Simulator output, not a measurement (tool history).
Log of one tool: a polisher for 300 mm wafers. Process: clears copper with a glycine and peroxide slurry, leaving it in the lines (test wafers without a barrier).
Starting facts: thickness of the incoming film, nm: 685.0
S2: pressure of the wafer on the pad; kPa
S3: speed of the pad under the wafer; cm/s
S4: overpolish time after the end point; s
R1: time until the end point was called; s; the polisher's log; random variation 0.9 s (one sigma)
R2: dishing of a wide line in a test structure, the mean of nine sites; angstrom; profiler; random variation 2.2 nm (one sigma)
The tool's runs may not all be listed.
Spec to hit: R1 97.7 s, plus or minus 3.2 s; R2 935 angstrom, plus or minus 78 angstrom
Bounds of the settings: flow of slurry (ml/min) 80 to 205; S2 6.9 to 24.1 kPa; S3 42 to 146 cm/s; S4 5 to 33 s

{"run": 1, "day": 0.0, "flow of slurry (ml/min)": 135, "S2": 15.2, "S3": 94, "S4": 17, "R1": 125.94, "R2": 614.72}
{"run": 2, "day": 0.229, "flow of slurry (ml/min)": 135, "S2": 17.9, "S3": 94, "S4": 17, "R1": 110.44, "R2": 665.07}
{"run": 3, "day": 0.304, "flow of slurry (ml/min)": 140, "S2": 18.6, "S3": 94, "S4": 19, "R1": 107.44, "R2": 764.19}
{"run": 4, "day": 0.512, "flow of slurry (ml/min)": 145, "S2": 19.3, "S3": 94, "S4": 20, "R1": 102.79, "R2": 815.76}
{"run": 5, "day": 0.733, "flow of slurry (ml/min)": 145, "S2": 15.9, "S3": 94, "S4": 20, "R1": 121.66, "R2": 709.41}
{"day": 0.833, "done": "head pressure recalibrated"}
{"run": 6, "day": 0.833, "flow of slurry (ml/min)": 150, "S2": 17.2, "S3": 94, "S4": 21, "R1": 121.19, "R2": 742.39}
{"run": 7, "day": 1.017, "flow of slurry (ml/min)": 140, "S2": 17.9, "S3": 94, "S4": 21, "R1": 120.98, "R2": 740.97}
{"run": 8, "day": 1.217, "flow of slurry (ml/min)": 155, "S2": 17.9, "S3": 94, "S4": 21, "R1": 118.04, "R2": 786.3}
{"run": 9, "day": 1.404, "flow of slurry (ml/min)": 150, "S2": 19.3, "S3": 94, "S4": 21, "R1": 110.32, "R2": 796.95}
{"run": 10, "day": 1.758, "flow of slurry (ml/min)": 150, "S2": 19.3, "S3": 94, "S4": 21, "R1": 111.3, "R2": 809.92}
{"run": 11, "day": 2.129, "flow of slurry (ml/min)": 150, "S2": 20, "S3": 94, "S4": 21, "R1": 107.99, "R2": 815.35}
{"run": 12, "day": 2.433, "flow of slurry (ml/min)": 150, "S2": 20.7, "S3": 94, "S4": 21, "R1": 104.67, "R2": 861.45}
{"run": 13, "day": 2.625, "flow of slurry (ml/min)": 150, "S2": 21.4, "S3": 94, "S4": 21, "R1": 102.86, "R2": 828.16}

Consider the 4 candidate settings below. Which is the only one whose results all fall within their allowed miss of target?
{"run": "A", "day": 2.817, "flow of slurry (ml/min)": 100, "S2": 23.4, "S3": 100, "S4": 23, "R1": "?", "R2": "?"}
{"run": "B", "day": 2.817, "flow of slurry (ml/min)": 145, "S2": 22.8, "S3": 86, "S4": 32, "R1": "?", "R2": "?"}
{"run": "C", "day": 2.817, "flow of slurry (ml/min)": 150, "S2": 22.8, "S3": 88, "S4": 30, "R1": "?", "R2": "?"}
{"run": "D", "day": 2.817, "flow of slurry (ml/min)": 155, "S2": 16.5, "S3": 106, "S4": 28, "R1": "?", "R2": "?"}

move=A R1=97.67 R2=939.55
move=B R1=105.38 R2=1110.7
move=C R1=102.8 R2=1082.9
move=D R1=113.97 R2=936.19
A: all results land within tolerance of their targets
B: misses by more than the last run did
C: misses by more than the last run did
D: misses by more than the last run did
Correct choice: A, which meets every target

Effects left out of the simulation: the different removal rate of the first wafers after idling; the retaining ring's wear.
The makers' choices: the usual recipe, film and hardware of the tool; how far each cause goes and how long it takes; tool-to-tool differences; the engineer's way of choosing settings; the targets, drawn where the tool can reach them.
